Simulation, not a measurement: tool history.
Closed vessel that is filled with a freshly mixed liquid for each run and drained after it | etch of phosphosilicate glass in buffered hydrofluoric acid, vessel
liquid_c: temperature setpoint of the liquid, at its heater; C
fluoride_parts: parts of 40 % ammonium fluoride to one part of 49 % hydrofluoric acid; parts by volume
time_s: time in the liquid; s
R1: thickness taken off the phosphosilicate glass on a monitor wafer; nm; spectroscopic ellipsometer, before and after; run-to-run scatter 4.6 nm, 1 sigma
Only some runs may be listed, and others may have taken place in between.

{"run": 1, "hour": 0.0, "liquid_c": 23.0, "fluoride_parts": 13.5, "time_s": 90, "R1": 203.1}
{"run": 2, "hour": 6.0, "liquid_c": 23.0, "fluoride_parts": 12.0, "time_s": 90, "R1": 222.0}
{"run": 3, "hour": 7.9, "liquid_c": 24.5, "fluoride_parts": 12.0, "time_s": 90, "R1": 247.35}
{"run": 4, "hour": 9.4, "liquid_c": 24.5, "fluoride_parts": 15.0, "time_s": 90, "R1": 198.14}
{"run": 5, "hour": 11.5, "liquid_c": 22.0, "fluoride_parts": 15.0, "time_s": 90, "R1": 170.46}
{"run": 6, "hour": 14.8, "liquid_c": 22.0, "fluoride_parts": 18.5, "time_s": 90, "R1": 138.33}
{"run": 7, "hour": 20.1, "liquid_c": 23.5, "fluoride_parts": 16.5, "time_s": 90, "R1": 166.39}

For run 8, what comes out?
{"run": 8, "hour": 21.6, "liquid_c": 24.5, "fluoride_parts": 15.0, "time_s": 90, "R1": "?"}

Run 8 produced R1 193.77 nm.
